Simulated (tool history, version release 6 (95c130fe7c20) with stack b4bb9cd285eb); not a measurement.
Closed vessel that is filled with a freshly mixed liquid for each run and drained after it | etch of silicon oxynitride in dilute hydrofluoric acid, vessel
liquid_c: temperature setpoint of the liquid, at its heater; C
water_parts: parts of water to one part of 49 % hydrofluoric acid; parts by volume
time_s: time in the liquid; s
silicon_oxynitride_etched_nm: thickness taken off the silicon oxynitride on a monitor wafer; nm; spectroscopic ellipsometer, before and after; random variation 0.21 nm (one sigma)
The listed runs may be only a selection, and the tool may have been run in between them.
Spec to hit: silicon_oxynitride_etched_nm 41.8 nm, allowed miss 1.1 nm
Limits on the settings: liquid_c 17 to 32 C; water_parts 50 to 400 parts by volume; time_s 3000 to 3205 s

run,hour,liquid_c,water_parts,time_s,silicon_oxynitride_etched_nm
1,0,24,225,3000,36.888
2,8.3,24,225,3000,37.157
3,14.4,20.5,225,3000,31.478
4,17,21.5,225,3000,32.934
5,23.8,21.5,270,3000,26.728
6,32.5,23.5,270,3000,29.141
7,38.5,27.5,265,3000,35.195
8,43.4,28,265,3000,35.769
9,46.3,28.5,265,3000,36.955
10,53,29,265,3000,37.721
11,53.7,29.5,265,3000,38.168
12,55.2,30,265,3000,39.428
13,59.6,30.5,265,3000,39.729
14,61.6,31,265,3000,40.683

Which single option among these 5 for the next run brings every result within its allowed miss of target? Just one does.
A,63.6,28,270,3190,?
B,63.6,32,285,3055,?
C,63.6,23.5,210,3020,?
D,63.6,31,280,3015,?
E,63.6,27,240,3205,?

move,silicon_oxynitride_etched_nm
A,37.684
B,39.632
C,39.589
D,38.443
E,41.832
A: further off than the last run
B: further off than the last run
C: further off than the last run
D: further off than the last run
E: in spec on every target
The move that meets every target is E.
